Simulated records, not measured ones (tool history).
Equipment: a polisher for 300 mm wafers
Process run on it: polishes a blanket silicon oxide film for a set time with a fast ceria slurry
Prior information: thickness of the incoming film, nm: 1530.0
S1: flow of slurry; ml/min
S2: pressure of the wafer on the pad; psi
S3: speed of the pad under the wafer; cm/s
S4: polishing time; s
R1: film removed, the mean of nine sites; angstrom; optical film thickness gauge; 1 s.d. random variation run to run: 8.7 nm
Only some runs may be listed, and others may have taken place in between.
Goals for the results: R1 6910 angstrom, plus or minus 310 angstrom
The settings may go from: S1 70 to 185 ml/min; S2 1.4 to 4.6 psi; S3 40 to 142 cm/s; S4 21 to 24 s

{"run": 1, "hour": 0.0, "S1": 120, "S2": 3, "S3": 90, "S4": 24, "R1": 3509.9}
{"run": 2, "hour": 8.5, "S1": 120, "S2": 3.2, "S3": 92, "S4": 24, "R1": 3854.4}
{"run": 3, "hour": 17.4, "S1": 120, "S2": 3.2, "S3": 70, "S4": 24, "R1": 2929.9}
{"run": 4, "hour": 19.5, "S1": 120, "S2": 3.4, "S3": 74, "S4": 24, "R1": 3269.7}
{"run": 5, "hour": 22.4, "S1": 120, "S2": 3.4, "S3": 74, "S4": 21, "R1": 2884.3}
{"run": 6, "hour": 31.2, "S1": 120, "S2": 3.6, "S3": 80, "S4": 21, "R1": 3338.8}
{"run": 7, "hour": 36.1, "S1": 120, "S2": 3.7, "S3": 84, "S4": 21, "R1": 3533.9}
{"run": 8, "hour": 38.4, "S1": 120, "S2": 3.8, "S3": 88, "S4": 21, "R1": 3807.6}
{"run": 9, "hour": 39.3, "S1": 120, "S2": 3.9, "S3": 92, "S4": 21, "R1": 4136.9}
{"run": 10, "hour": 41.5, "S1": 120, "S2": 4, "S3": 96, "S4": 21, "R1": 4317.4}
{"run": 11, "hour": 42.8, "S1": 120, "S2": 4.1, "S3": 100, "S4": 21, "R1": 4663}
{"run": 12, "hour": 47.4, "S1": 120, "S2": 4.2, "S3": 102, "S4": 21, "R1": 4776.8}
{"run": 13, "hour": 53.2, "S1": 120, "S2": 4.3, "S3": 106, "S4": 21, "R1": 5080.4}
{"run": 14, "hour": 55.9, "S1": 120, "S2": 4.3, "S3": 108, "S4": 21, "R1": 5240.1}
{"run": 15, "hour": 58.7, "S1": 120, "S2": 4.3, "S3": 110, "S4": 21, "R1": 5454.1}
{"run": 16, "hour": 67.3, "S1": 120, "S2": 4.3, "S3": 112, "S4": 21, "R1": 5452.2}
{"run": 17, "hour": 72.4, "S1": 120, "S2": 4.3, "S3": 114, "S4": 21, "R1": 5569.8}
{"run": 18, "hour": 76.7, "S1": 120, "S2": 4.3, "S3": 116, "S4": 21, "R1": 5574.4}
{"run": 19, "hour": 79.6, "S1": 120, "S2": 4.3, "S3": 118, "S4": 21, "R1": 5708.1}
{"run": 20, "hour": 82.7, "S1": 120, "S2": 4.3, "S3": 120, "S4": 21, "R1": 5865.1}
{"run": 21, "hour": 88.4, "S1": 120, "S2": 4.3, "S3": 120, "S4": 21, "R1": 5727.1}
{"run": 22, "hour": 89.7, "S1": 120, "S2": 4.3, "S3": 122, "S4": 21, "R1": 5990.8}
{"run": 23, "hour": 93.4, "S1": 125, "S2": 4.5, "S3": 124, "S4": 21, "R1": 6129.1}
{"run": 24, "hour": 99.2, "S1": 120, "S2": 4.5, "S3": 124, "S4": 21, "R1": 6146.2}
{"run": 25, "hour": 102.0, "S1": 120, "S2": 4.5, "S3": 126, "S4": 21, "R1": 6410.2}

Next run, 5 choices. One meets every target within its allowed miss, the rest don't. Which?
{"run": "A", "hour": 104.8, "S1": 100, "S2": 4.5, "S3": 112, "S4": 24, "R1": "?"}
{"run": "B", "hour": 104.8, "S1": 110, "S2": 4.4, "S3": 126, "S4": 22, "R1": "?"}
{"run": "C", "hour": 104.8, "S1": 145, "S2": 4.6, "S3": 110, "S4": 24, "R1": "?"}
{"run": "D", "hour": 104.8, "S1": 120, "S2": 4.3, "S3": 128, "S4": 21, "R1": "?"}
{"run": "E", "hour": 104.8, "S1": 105, "S2": 4.5, "S3": 128, "S4": 21, "R1": "?"}

move=A R1=6179.6
move=B R1=6378.7
move=C R1=6764.8
move=D R1=6175.1
move=E R1=6244.4
A: the biggest miss grows against the last run
B: the biggest miss grows against the last run
C: every result within its allowed miss
D: the biggest miss grows against the last run
E: the biggest miss grows against the last run
Correct choice: C, which meets every target
